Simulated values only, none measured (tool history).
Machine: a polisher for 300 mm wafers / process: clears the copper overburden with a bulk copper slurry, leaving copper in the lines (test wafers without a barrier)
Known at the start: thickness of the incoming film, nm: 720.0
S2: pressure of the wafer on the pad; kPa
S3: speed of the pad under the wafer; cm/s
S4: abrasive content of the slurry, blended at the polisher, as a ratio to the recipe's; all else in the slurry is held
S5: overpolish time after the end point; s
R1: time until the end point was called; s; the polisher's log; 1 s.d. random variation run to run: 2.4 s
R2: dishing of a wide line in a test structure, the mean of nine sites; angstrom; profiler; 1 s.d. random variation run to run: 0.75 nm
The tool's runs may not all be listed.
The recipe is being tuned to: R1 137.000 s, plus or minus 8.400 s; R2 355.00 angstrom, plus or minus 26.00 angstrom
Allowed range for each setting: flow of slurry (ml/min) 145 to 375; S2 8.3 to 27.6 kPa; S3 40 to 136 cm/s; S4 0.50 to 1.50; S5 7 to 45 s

{"run": 1, "hour": 0.0, "flow of slurry (ml/min)": 240, "S2": 17.9, "S3": 88, "S4": 1.0, "S5": 23, "R1": 84.473, "R2": 904.56}
{"run": 2, "hour": 0.7, "flow of slurry (ml/min)": 240, "S2": 17.9, "S3": 88, "S4": 1.0, "S5": 15, "R1": 82.168, "R2": 686.44}
{"run": 3, "hour": 1.9, "flow of slurry (ml/min)": 240, "S2": 17.9, "S3": 88, "S4": 1.15, "S5": 15, "R1": 83.333, "R2": 672.46}
{"run": 4, "hour": 10.7, "flow of slurry (ml/min)": 195, "S2": 17.9, "S3": 88, "S4": 1.15, "S5": 15, "R1": 86.055, "R2": 684.01}
{"run": 5, "hour": 17.4, "flow of slurry (ml/min)": 195, "S2": 16.5, "S3": 88, "S4": 1.15, "S5": 14, "R1": 90.045, "R2": 582.11}
{"run": 6, "hour": 18.7, "flow of slurry (ml/min)": 195, "S2": 15.2, "S3": 88, "S4": 1.15, "S5": 14, "R1": 101.04, "R2": 555.84}
{"run": 7, "hour": 21.0, "flow of slurry (ml/min)": 195, "S2": 14.5, "S3": 88, "S4": 1.15, "S5": 13, "R1": 104.06, "R2": 507.85}
{"run": 8, "hour": 23.7, "flow of slurry (ml/min)": 195, "S2": 13.8, "S3": 88, "S4": 1.15, "S5": 13, "R1": 110.65, "R2": 473.97}
{"run": 9, "hour": 26.8, "flow of slurry (ml/min)": 195, "S2": 13.1, "S3": 88, "S4": 1.15, "S5": 13, "R1": 115.37, "R2": 468.02}
{"run": 10, "hour": 33.8, "flow of slurry (ml/min)": 195, "S2": 12.4, "S3": 88, "S4": 1.15, "S5": 13, "R1": 120.62, "R2": 439.1}

4 next moves are on the table. One of them brings every result within its allowed miss. Which?
{"run": "A", "hour": 40.8, "flow of slurry (ml/min)": 160, "S2": 12.4, "S3": 82, "S4": 1.0, "S5": 19, "R1": "?", "R2": "?"}
{"run": "B", "hour": 40.8, "flow of slurry (ml/min)": 185, "S2": 15.2, "S3": 94, "S4": 1.0, "S5": 12, "R1": "?", "R2": "?"}
{"run": "C", "hour": 40.8, "flow of slurry (ml/min)": 200, "S2": 13.1, "S3": 74, "S4": 1.3, "S5": 18, "R1": "?", "R2": "?"}
{"run": "D", "hour": 40.8, "flow of slurry (ml/min)": 145, "S2": 22.8, "S3": 44, "S4": 1.2, "S5": 11, "R1": "?", "R2": "?"}

move=A R1=140.830 R2=538.10
move=B R1=99.084 R2=503.89
move=C R1=134.430 R2=538.06
move=D R1=139.580 R2=358.09
A: moves away from the targets compared with the last run
B: moves away from the targets compared with the last run
C: moves away from the targets compared with the last run
D: in spec on every target
Go with D: it meets all targets.
